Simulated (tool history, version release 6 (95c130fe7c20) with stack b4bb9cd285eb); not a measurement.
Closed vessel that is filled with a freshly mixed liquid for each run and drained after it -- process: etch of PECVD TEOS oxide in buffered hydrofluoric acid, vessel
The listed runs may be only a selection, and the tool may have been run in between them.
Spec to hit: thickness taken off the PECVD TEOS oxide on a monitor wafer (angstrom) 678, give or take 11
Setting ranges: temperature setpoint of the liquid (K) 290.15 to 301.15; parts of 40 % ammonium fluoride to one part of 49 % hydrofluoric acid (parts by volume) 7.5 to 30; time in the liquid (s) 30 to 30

run  hour  temperature setpoint of the liquid (K)  parts of 40 % ammonium fluoride to one part of 49 % hydrofluoric acid (parts by volume)  time in the liquid (s)  thickness taken off the PECVD TEOS oxide on a monitor wafer (angstrom)
  1     0                                  293.15                                                                                       22                      30                                                                   230.7
  2   8.3                                  294.15                                                                                       20                      30                                                                  260.01
  3  11.5                                  294.15                                                                                     26.5                      30                                                                  215.38
  4  13.8                                  295.15                                                                                       24                      30                                                                  243.54
  5  19.1                                  291.65                                                                                       24                      30                                                                   200.5
  6  22.7                                  293.15                                                                                     21.5                      30                                                                  234.95
  7  31.2                                  294.15                                                                                     19.5                      30                                                                  266.84
  8    33                                  298.15                                                                                     12.5                      30                                                                  515.79
  9  38.2                                  298.65                                                                                     12.5                      30                                                                  533.79
 10  45.3                                  299.15                                                                                     12.5                      30                                                                  545.65
 11  52.1                                  299.65                                                                                     12.5                      30                                                                  560.38
 12  54.2                                  299.65                                                                                       12                      30                                                                  582.07
 13  56.7                                  300.65                                                                                     11.5                      30                                                                  640.01

Of the 4 settings listed for the next run, only one would bring every result within its allowed miss of target. Which one?
  A  59.2                                  299.65                                                                                       11                      30                                                                       ?
  B  59.2                                  295.65                                                                                        8                      30                                                                       ?
  C  59.2                                  298.15                                                                                     10.5                      30                                                                       ?
  D  59.2                                  298.15                                                                                       11                      30                                                                       ?

move  thickness taken off the PECVD TEOS oxide on a monitor wafer (angstrom)
   A                                                                  638.21
   B                                                                  684.11
   C                                                                  615.91
   D                                                                  588.63
A: roughly where the last run was
B: in spec on every target
C: moves away from the targets compared with the last run
D: moves away from the targets compared with the last run
The move that meets every target is B.
